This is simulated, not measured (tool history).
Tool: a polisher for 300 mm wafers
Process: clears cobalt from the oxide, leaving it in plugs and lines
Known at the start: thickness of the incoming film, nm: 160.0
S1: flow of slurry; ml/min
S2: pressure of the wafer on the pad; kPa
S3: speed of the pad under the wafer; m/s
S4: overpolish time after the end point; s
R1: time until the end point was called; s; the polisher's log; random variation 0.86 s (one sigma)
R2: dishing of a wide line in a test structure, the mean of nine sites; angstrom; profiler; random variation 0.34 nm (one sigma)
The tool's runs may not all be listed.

run	hour	S1	S2	S3	S4	R1	R2
1	0.0	140	14.5	1.02	21	27.532	490.36
2	6.0	140	13.1	1.02	21	30.728	482.98
3	14.8	120	13.1	1.02	21	32.295	457.55
4	23.4	120	15.2	1.02	21	28.452	481.03
5	27.8	115	15.2	0.94	18	30.874	453.32
6	28.9	115	15.2	1.14	18	25.443	470.74
7	35.3	110	13.8	1.12	16	29.391	426.86

The next listed run, before its measurement:
8	40.1	105	12.4	1.14	14	?	?

R1: 31.506 s
R2: 388.75 angstrom
